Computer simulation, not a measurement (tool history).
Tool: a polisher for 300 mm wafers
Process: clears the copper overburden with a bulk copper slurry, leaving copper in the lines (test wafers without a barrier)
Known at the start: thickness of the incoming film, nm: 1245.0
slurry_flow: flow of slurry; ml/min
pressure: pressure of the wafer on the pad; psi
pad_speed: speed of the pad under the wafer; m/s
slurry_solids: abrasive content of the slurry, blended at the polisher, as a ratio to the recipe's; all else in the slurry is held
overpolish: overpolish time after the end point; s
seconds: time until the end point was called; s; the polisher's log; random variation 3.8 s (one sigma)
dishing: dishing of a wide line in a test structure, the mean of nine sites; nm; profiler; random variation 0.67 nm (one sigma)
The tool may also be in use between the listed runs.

run	day	slurry_flow	pressure	pad_speed	slurry_solids	overpolish	seconds	dishing
1	0.000	210	2.5	1.02	1.0	10	186.38	45.812
2	0.342	205	2.1	0.98	1.0	11	232.58	42.210
3	0.517	205	2.1	0.98	0.8	11	246.65	38.654
4	0.875	205	2.1	0.98	0.9	11	236.72	40.089
5	1.125	205	1.8	0.96	0.9	11	285.73	34.110
# day 1.233: slurry nozzle cleaned
6	1.233	205	1.7	0.96	0.9	11	271.74	35.325

Run 7 comes next. What will it give?
7	1.442	200	1.5	0.94	0.9	11	?	?

seconds: 324.33 s
dishing: 30.992 nm

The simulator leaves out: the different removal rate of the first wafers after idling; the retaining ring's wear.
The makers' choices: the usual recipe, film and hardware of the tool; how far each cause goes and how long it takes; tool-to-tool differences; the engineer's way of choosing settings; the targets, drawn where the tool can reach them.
